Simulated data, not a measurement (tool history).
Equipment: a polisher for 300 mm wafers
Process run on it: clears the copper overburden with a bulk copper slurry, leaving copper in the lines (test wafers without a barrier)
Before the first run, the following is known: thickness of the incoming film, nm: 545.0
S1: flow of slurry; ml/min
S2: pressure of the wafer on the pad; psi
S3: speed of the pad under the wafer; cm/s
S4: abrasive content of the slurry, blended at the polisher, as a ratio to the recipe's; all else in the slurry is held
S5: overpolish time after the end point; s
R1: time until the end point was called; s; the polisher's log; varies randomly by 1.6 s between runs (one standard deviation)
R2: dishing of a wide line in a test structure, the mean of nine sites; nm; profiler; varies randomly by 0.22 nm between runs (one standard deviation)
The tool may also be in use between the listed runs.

run    day   S1   S2   S3    S4  S5      R1      R2
  1  0.000  145  2.1   98  1.00  23  88.377  25.587
  2  0.362  150  1.8  108  1.05  19  86.160  24.933
  3  0.612  155  1.6  110  1.15  16  90.544  24.209
  4  0.971  155  1.9  110  1.15  16  81.374  24.612
  5  1.312  175  1.7  112  1.25  14  81.962  24.560
  6  1.571  175  1.7  112  1.35  14  81.124  23.606

Expected results for the next run?
  7  1.783  175  1.7  112  1.35  14   ?   ?

R1: 81.431 s
R2: 23.883 nm
